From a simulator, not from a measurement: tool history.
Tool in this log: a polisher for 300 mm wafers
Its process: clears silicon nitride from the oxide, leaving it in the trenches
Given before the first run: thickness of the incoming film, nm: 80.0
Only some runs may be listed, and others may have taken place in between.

run	day	flow of slurry (ml/min)	pressure of the wafer on the pad (kPa)	speed of the pad under the wafer (m/s)	overpolish time after the end point (s)	time until the end point was called (s)
1	0	180	22.8	0.94	15	87.172
2	0.121	220	22.8	0.94	15	86.685
3	0.438	220	22.8	1.16	15	71.459
4	0.583	220	21.4	1.08	15	80.321
5	0.729	220	25.5	1.08	15	66.916
6	0.804	220	24.1	1.02	15	73.394

Run 7, settings as shown, results not yet in. Your forecast:
7	0.842	170	17.2	0.76	15	?

{"run 7": {"time until the end point was called (s)": 147.29}}
